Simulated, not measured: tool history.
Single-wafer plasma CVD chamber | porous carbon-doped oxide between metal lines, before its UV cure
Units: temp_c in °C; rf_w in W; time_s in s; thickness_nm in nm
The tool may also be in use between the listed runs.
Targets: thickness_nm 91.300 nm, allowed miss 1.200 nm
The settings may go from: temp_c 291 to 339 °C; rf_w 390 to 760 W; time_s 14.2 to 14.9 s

run 1 day=0.000 | temp_c=315 rf_w=575 time_s=14.9 | thickness_nm=76.576
run 2 day=0.075 | temp_c=315 rf_w=655 time_s=14.9 | thickness_nm=83.534
run 3 day=0.383 | temp_c=315 rf_w=655 time_s=14.9 | thickness_nm=83.829
run 4 day=0.446 | temp_c=310 rf_w=660 time_s=14.9 | thickness_nm=86.298
run 5 day=0.746 | temp_c=310 rf_w=660 time_s=14.9 | thickness_nm=86.231
run 6 day=0.788 | temp_c=307 rf_w=660 time_s=14.9 | thickness_nm=87.874
run 7 day=1.108 | temp_c=307 rf_w=660 time_s=14.9 | thickness_nm=87.927
run 8 day=1.192 | temp_c=305 rf_w=660 time_s=14.9 | thickness_nm=88.847
run 9 day=1.504 | temp_c=304 rf_w=660 time_s=14.9 | thickness_nm=88.842
run 10 day=1.775 | temp_c=304 rf_w=660 time_s=14.9 | thickness_nm=89.023
run 11 day=1.975 | temp_c=303 rf_w=660 time_s=14.9 | thickness_nm=90.254
run 12 day=2.033 | temp_c=302 rf_w=660 time_s=14.9 | thickness_nm=89.702

Which of these 4 next moves meets every target?
run A day=2.092 | temp_c=301 rf_w=655 time_s=14.3 | thickness_nm=?
run B day=2.092 | temp_c=300 rf_w=635 time_s=14.9 | thickness_nm=?
run C day=2.092 | temp_c=294 rf_w=600 time_s=14.9 | thickness_nm=?
run D day=2.092 | temp_c=302 rf_w=700 time_s=14.5 | thickness_nm=?

move=A thickness_nm=86.812
move=B thickness_nm=88.861
move=C thickness_nm=88.294
move=D thickness_nm=91.638
A: further off than the last run
B: further off than the last run
C: further off than the last run
D: meets every target
Answer: D
